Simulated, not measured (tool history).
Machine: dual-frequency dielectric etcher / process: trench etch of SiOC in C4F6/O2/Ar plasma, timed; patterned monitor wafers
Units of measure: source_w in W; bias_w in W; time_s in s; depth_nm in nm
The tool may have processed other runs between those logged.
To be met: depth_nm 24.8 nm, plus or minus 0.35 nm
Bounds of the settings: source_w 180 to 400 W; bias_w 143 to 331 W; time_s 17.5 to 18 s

{"run": 1, "hour": 0.0, "source_w": 290, "bias_w": 237, "time_s": 17.5, "depth_nm": 33.185}
{"run": 2, "hour": 2.2, "source_w": 290, "bias_w": 253, "time_s": 17.5, "depth_nm": 34.06}
{"run": 3, "hour": 5.3, "source_w": 290, "bias_w": 253, "time_s": 17.5, "depth_nm": 34.122}
{"run": 4, "hour": 8.0, "source_w": 270, "bias_w": 237, "time_s": 17.5, "depth_nm": 31.886}
{"run": 5, "hour": 16.6, "source_w": 270, "bias_w": 237, "time_s": 17.5, "depth_nm": 32.072}
{"run": 6, "hour": 21.2, "source_w": 260, "bias_w": 227, "time_s": 17.5, "depth_nm": 30.726}
{"run": 7, "hour": 29.3, "source_w": 250, "bias_w": 221, "time_s": 17.5, "depth_nm": 30.224}
{"run": 8, "hour": 36.1, "source_w": 240, "bias_w": 213, "time_s": 17.5, "depth_nm": 28.936}
{"run": 9, "hour": 38.6, "source_w": 230, "bias_w": 209, "time_s": 17.5, "depth_nm": 27.985}
{"run": 10, "hour": 39.2, "source_w": 220, "bias_w": 207, "time_s": 17.5, "depth_nm": 27.251}
{"run": 11, "hour": 41.7, "source_w": 210, "bias_w": 206, "time_s": 17.5, "depth_nm": 26.72}
{"run": 12, "hour": 48.1, "source_w": 210, "bias_w": 205, "time_s": 17.5, "depth_nm": 26.607}
{"run": 13, "hour": 51.0, "source_w": 210, "bias_w": 204, "time_s": 17.5, "depth_nm": 26.469}

Which one of the following 4 next-run settings gets every result inside its allowed miss? There is exactly one.
{"run": "A", "hour": 53.9, "source_w": 200, "bias_w": 186, "time_s": 17.5, "depth_nm": "?"}
{"run": "B", "hour": 53.9, "source_w": 180, "bias_w": 186, "time_s": 18, "depth_nm": "?"}
{"run": "C", "hour": 53.9, "source_w": 230, "bias_w": 177, "time_s": 18, "depth_nm": "?"}
{"run": "D", "hour": 53.9, "source_w": 250, "bias_w": 174, "time_s": 18, "depth_nm": "?"}

move=A depth_nm=24.926
move=B depth_nm=24.165
move=C depth_nm=27.073
move=D depth_nm=28.069
A: meets every target
B: moves the result that the last run missed by most past its target, out the other side
C: further off than the last run
D: further off than the last run
Answer: A

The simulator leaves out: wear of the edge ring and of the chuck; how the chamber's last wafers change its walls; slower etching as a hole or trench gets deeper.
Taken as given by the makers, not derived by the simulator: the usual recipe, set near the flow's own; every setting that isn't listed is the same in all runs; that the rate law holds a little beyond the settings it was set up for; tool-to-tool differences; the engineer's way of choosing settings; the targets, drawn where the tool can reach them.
